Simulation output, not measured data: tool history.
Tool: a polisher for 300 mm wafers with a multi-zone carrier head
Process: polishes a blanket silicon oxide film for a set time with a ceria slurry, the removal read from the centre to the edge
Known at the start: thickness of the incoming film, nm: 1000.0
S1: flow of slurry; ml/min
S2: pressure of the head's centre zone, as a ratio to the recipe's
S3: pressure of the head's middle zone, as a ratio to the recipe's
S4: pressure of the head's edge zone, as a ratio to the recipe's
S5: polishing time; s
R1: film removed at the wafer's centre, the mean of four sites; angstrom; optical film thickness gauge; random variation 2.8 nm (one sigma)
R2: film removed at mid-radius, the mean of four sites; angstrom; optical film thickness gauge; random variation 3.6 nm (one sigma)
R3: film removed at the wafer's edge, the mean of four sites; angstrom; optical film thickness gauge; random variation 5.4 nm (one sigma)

| run | hour | S1 | S2 | S3 | S4 | S5 | R1 | R2 | R3 |
|---|---|---|---|---|---|---|---|---|---|
| 1 | 0 | 200 | 1 | 1 | 1 | 51 | 3816.1 | 3961.7 | 3714.4 |
| 2 | 5.6 | 200 | 1 | 1 | 1 | 60 | 4506.1 | 4701.3 | 4345.9 |
| 3 | 13.5 | 200 | 1 | 1 | 1 | 54 | 4045.5 | 4249.9 | 4009.8 |
| 4 | 18.9 | 165 | 1 | 1 | 1 | 54 | 3939.7 | 4032.5 | 3834.3 |
| 5 | 24.8 | 160 | 0.98 | 1.01 | 1 | 54 | 3801.5 | 4075.8 | 3739.6 |
| 6 | 26.4 | 195 | 0.98 | 1.01 | 1 | 54 | 3914.2 | 4132.6 | 3900.3 |

The next listed run, before its measurement:
| 7 | 29.3 | 190 | 0.96 | 1.02 | 1 | 54 | ? | ? | ? |

R1: 3773.5 angstrom
R2: 4278.3 angstrom
R3: 3912.2 angstrom

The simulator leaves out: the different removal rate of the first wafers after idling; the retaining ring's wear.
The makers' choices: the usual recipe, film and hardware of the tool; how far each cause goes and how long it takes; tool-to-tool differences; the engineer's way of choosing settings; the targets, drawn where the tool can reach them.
